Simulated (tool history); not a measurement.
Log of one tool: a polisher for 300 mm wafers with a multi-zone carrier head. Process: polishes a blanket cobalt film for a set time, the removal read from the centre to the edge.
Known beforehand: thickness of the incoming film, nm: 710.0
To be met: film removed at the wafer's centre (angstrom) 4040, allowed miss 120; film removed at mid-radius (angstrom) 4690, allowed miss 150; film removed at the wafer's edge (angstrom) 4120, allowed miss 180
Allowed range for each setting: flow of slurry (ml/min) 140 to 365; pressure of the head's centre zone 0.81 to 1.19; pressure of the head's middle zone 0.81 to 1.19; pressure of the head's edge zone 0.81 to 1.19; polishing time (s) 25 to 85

run	hour	flow of slurry (ml/min)	pressure of the head's centre zone	pressure of the head's middle zone	pressure of the head's edge zone	polishing time (s)	film removed at the wafer's centre (angstrom)	film removed at mid-radius (angstrom)	film removed at the wafer's edge (angstrom)
1	0	235	1	1	1	55	3024.1	3019.4	2940.5
2	3.1	245	1	1.06	1.04	60	3279.7	3411.9	3266.3
3	5.2	245	1	1.09	1.04	60	3311.6	3490.9	3242.8
4	6.4	245	1	1.09	1.09	60	3299.8	3501.7	3348.6
5	12.2	255	0.99	1.12	1.09	64	3487.9	3929	3524.4
6	16.4	260	1	1.13	1.11	66	3698.4	4042.7	3598.3
7	23.7	265	0.94	1.15	1.12	75	3852.2	4741.1	4137.3
# hour 26.5: edge zone pressure recalibrated
8	26.5	270	0.95	1.14	1.12	75	3878.6	4632.8	4310.9
9	34.7	265	0.96	1.15	1.11	75	3966.1	4605.7	4309.8

Which one of the following 5 next-run settings gets every result inside its allowed miss? There is exactly one.
A	42.9	205	0.87	1.07	1.05	82	?	?	?
B	42.9	305	0.99	1.18	1.11	72	?	?	?
C	42.9	225	0.91	1.05	1.11	80	?	?	?
D	42.9	265	1	1.11	1.11	71	?	?	?
E	42.9	270	0.94	1.15	1.12	78	?	?	?

move	film removed at the wafer's centre (angstrom)	film removed at mid-radius (angstrom)	film removed at the wafer's edge (angstrom)
A	3802.6	4656	4485.1
B	3996.9	4643.7	4147.6
C	3932.3	4521.4	4505.1
D	3919	4284.1	4050.9
E	4054.9	4862.9	4469.3
A: moves away from the targets compared with the last run
B: all results in spec
C: moves away from the targets compared with the last run
D: brings the last run's worst result on target, with another outside its allowed miss
E: moves away from the targets compared with the last run
Move B is the one to make.

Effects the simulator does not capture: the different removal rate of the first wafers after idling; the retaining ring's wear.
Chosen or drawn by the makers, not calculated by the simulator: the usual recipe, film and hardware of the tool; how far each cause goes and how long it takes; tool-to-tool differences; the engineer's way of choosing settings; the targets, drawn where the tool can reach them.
